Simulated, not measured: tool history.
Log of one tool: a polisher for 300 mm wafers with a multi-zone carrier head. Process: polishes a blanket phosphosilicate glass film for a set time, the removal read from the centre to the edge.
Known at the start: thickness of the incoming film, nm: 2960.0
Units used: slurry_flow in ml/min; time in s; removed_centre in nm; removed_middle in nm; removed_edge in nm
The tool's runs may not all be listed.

run  hour  slurry_flow  centre_zone  middle_zone  edge_zone  slurry_solids  time  removed_centre  removed_middle  removed_edge
  1     0          290            1            1          1              1    43          192.03          196.88        198.01
  2   7.9          290         1.05            1          1              1    43          202.98           198.4        194.91
  3  15.5          290         1.05            1          1              1    33          150.88           150.6        150.46
  4  17.5          290         1.05            1          1              1    39          187.17          179.07        178.56
  5  24.1          290         1.05            1       1.08              1    39          186.34          177.37         182.3
  6  32.7          250         1.05            1       1.08              1    39          181.55          174.57        182.82
  7  38.3          245         1.04         1.02       1.09            1.1    40          188.91          194.98         197.7
  8  40.2          245         1.04         1.02        1.1            1.2    41          211.16           210.2        216.81
  9  46.5          245         1.03         1.04       1.11           1.25    41          209.01          216.01        221.16
 10  53.8          245         1.03         1.05       1.12            1.3    42           218.5          229.01        232.85
     56.7  -- worn pad replaced by a new one
 11  56.7          245         1.03         1.06       1.13           1.35    42          237.06           249.1        254.08
 12  65.6          260         1.02         1.07       1.14           1.35    42           236.9           256.4        256.96

What does the tool deliver on the next run?
 13  68.2          270         1.02         1.07       1.15           1.35    42               ?               ?             ?

{"run 13": {"removed_centre": 249.38, "removed_middle": 257.64, "removed_edge": 262.2}}
